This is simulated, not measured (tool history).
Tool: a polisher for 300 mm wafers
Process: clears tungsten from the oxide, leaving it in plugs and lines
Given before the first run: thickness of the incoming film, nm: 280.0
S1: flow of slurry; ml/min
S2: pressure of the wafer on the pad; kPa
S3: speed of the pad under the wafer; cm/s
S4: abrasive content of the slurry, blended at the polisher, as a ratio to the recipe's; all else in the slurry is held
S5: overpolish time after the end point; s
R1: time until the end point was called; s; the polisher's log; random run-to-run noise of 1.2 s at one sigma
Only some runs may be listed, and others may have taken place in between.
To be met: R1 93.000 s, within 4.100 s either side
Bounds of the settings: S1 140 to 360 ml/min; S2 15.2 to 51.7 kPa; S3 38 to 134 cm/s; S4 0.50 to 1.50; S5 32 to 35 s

Run 1, day 0.000: S1 230 ml/min, S2 33.1 kPa, S3 86 cm/s, S4 1.00, S5 32 s. Result: R1 49.368 s.
Run 2, day 0.154: S1 230 ml/min, S2 31.0 kPa, S3 84 cm/s, S4 1.00, S5 32 s. Result: R1 52.955 s.
Run 3, day 0.517: S1 230 ml/min, S2 24.8 kPa, S3 84 cm/s, S4 1.00, S5 32 s. Result: R1 67.081 s.
Run 4, day 0.758: S1 230 ml/min, S2 20.0 kPa, S3 84 cm/s, S4 1.00, S5 32 s. Result: R1 81.027 s.
Run 5, day 0.879: S1 230 ml/min, S2 15.2 kPa, S3 84 cm/s, S4 1.00, S5 32 s. Result: R1 105.180 s.
Run 6, day 1.021: S1 230 ml/min, S2 15.2 kPa, S3 84 cm/s, S4 1.00, S5 32 s. Result: R1 105.860 s.
Run 7, day 1.208: S1 230 ml/min, S2 15.9 kPa, S3 84 cm/s, S4 1.00, S5 32 s. Result: R1 100.110 s.
Run 8, day 1.554: S1 230 ml/min, S2 16.5 kPa, S3 84 cm/s, S4 1.00, S5 32 s. Result: R1 97.532 s.

Below are 5 possible settings for the next run. Only one of them brings all results inside the allowed miss of their targets. Which is it?
Run A, day 1.900: S1 285 ml/min, S2 16.5 kPa, S3 84 cm/s, S4 1.10, S5 32 s. Result: R1 ?.
Run B, day 1.900: S1 210 ml/min, S2 16.5 kPa, S3 82 cm/s, S4 0.85, S5 32 s. Result: R1 ?.
Run C, day 1.900: S1 195 ml/min, S2 20.0 kPa, S3 66 cm/s, S4 0.95, S5 32 s. Result: R1 ?.
Run D, day 1.900: S1 220 ml/min, S2 22.1 kPa, S3 62 cm/s, S4 0.65, S5 35 s. Result: R1 ?.
Run E, day 1.900: S1 245 ml/min, S2 15.2 kPa, S3 92 cm/s, S4 0.90, S5 32 s. Result: R1 ?.

move       R1
   A   93.496
   B  103.890
   C  101.430
   D  101.900
   E   99.809
A: all results land within tolerance of their targets
B: the biggest miss grows against the last run
C: the biggest miss grows against the last run
D: the biggest miss grows against the last run
E: the biggest miss grows against the last run
So the answer is move A, the one that meets all the targets.

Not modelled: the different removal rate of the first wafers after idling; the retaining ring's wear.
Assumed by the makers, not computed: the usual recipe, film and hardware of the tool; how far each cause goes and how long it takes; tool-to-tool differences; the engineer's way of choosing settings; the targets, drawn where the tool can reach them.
